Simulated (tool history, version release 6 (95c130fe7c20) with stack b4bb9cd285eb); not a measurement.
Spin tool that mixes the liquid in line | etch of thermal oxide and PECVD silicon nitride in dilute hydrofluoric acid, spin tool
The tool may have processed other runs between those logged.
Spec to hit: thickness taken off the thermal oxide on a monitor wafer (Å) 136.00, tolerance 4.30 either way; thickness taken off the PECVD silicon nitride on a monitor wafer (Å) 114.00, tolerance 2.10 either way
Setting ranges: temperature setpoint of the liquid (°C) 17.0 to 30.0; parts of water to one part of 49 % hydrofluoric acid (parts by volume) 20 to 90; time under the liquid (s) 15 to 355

run	day	temperature setpoint of the liquid (°C)	parts of water to one part of 49 % hydrofluoric acid (parts by volume)	time under the liquid (s)	thickness taken off the thermal oxide on a monitor wafer (Å)	thickness taken off the PECVD silicon nitride on a monitor wafer (Å)
1	0.000	22.0	50	180	155.89	138.24
2	0.025	21.5	50	180	158.32	132.98
3	0.217	21.0	55	180	137.60	117.00
4	0.250	21.0	55	235	179.60	152.81
5	0.517	21.0	70	235	138.85	120.42
6	0.592	20.5	70	235	134.31	116.28
7	0.962	20.5	70	235	135.38	117.07
# day 1.021: thermometer replaced
8	1.021	19.5	65	235	152.16	134.51
9	1.058	19.5	65	235	150.59	133.32
10	1.125	21.0	65	235	164.07	148.54
11	1.492	20.0	65	235	154.56	138.46
12	1.754	22.0	65	235	168.38	158.36
13	1.796	21.0	65	235	162.25	148.00
14	2.083	20.0	65	235	155.41	137.82
15	2.258	19.0	65	235	149.78	128.76
16	2.471	18.5	65	235	147.82	124.41
17	2.550	18.0	65	235	143.55	119.48

Which one of the following 4 next-run settings gets every result inside its allowed miss? There is exactly one.
A	2.629	18.5	80	275	?	?
B	2.629	20.5	70	220	?	?
C	2.629	18.0	55	210	?	?
D	2.629	17.0	80	290	?	?

move	thickness taken off the thermal oxide on a monitor wafer (Å)	thickness taken off the PECVD silicon nitride on a monitor wafer (Å)
A	134.16	119.98
B	134.93	125.51
C	150.04	127.33
D	132.75	113.94
A: moves away from the targets compared with the last run
B: moves away from the targets compared with the last run
C: moves away from the targets compared with the last run
D: hits every target within its allowed miss
The move that meets every target is D.
